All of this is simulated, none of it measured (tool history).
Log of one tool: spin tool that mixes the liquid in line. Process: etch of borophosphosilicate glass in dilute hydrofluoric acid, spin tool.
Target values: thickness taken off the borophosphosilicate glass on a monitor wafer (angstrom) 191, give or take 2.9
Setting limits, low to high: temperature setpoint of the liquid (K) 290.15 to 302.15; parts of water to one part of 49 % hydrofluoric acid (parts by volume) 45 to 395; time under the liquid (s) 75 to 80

| run | hour | temperature setpoint of the liquid (K) | parts of water to one part of 49 % hydrofluoric acid (parts by volume) | time under the liquid (s) | thickness taken off the borophosphosilicate glass on a monitor wafer (angstrom) |
|---|---|---|---|---|---|
| 1 | 0 | 294.15 | 220 | 75 | 88.337 |
| 2 | 1.9 | 295.65 | 220 | 75 | 93.276 |
| 3 | 2.6 | 299.15 | 220 | 75 | 106.83 |
| 4 | 5.9 | 300.15 | 200 | 75 | 123.1 |
|  | 12.6 | thermometer replaced |
| 5 | 12.6 | 300.15 | 145 | 75 | 194.78 |
| 6 | 13.1 | 300.15 | 145 | 80 | 207.73 |
| 7 | 20.1 | 299.65 | 145 | 80 | 203.35 |
| 8 | 25.2 | 299.15 | 145 | 80 | 199.86 |
| 9 | 29.6 | 298.65 | 145 | 80 | 197.31 |

Next run, 4 choices. One meets every target within its allowed miss, the rest don't. Which?
| A | 34 | 295.15 | 120 | 80 | ? |
| B | 34 | 299.65 | 145 | 75 | ? |
| C | 34 | 294.15 | 120 | 80 | ? |
| D | 34 | 297.15 | 135 | 80 | ? |

| move | thickness taken off the borophosphosilicate glass on a monitor wafer (angstrom) |
|---|---|
| A | 213.06 |
| B | 190.96 |
| C | 204.71 |
| D | 201.33 |
A: further off than the last run
B: in spec on every target
C: further off than the last run
D: further off than the last run
B meets every target.
